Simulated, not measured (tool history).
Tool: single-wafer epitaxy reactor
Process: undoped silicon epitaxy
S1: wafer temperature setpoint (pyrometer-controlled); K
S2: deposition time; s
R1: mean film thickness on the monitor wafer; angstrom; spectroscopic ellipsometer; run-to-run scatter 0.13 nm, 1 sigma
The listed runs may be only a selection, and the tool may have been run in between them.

| run | day | S1 | S2 | R1 |
|---|---|---|---|---|
| 1 | 0.000 | 908.15 | 165 | 201.78 |
| 2 | 0.275 | 908.15 | 154 | 190.72 |
| 3 | 0.521 | 911.15 | 154 | 205.28 |
| 4 | 0.758 | 913.15 | 154 | 217.25 |
| 5 | 0.821 | 913.15 | 177 | 248.30 |
| 6 | 1.121 | 913.15 | 185 | 259.36 |
| 7 | 1.275 | 914.15 | 185 | 265.07 |

What does the tool deliver on the next run?
| 8 | 1.492 | 915.15 | 185 | ? |

Run 8 produced R1 273.58 angstrom.

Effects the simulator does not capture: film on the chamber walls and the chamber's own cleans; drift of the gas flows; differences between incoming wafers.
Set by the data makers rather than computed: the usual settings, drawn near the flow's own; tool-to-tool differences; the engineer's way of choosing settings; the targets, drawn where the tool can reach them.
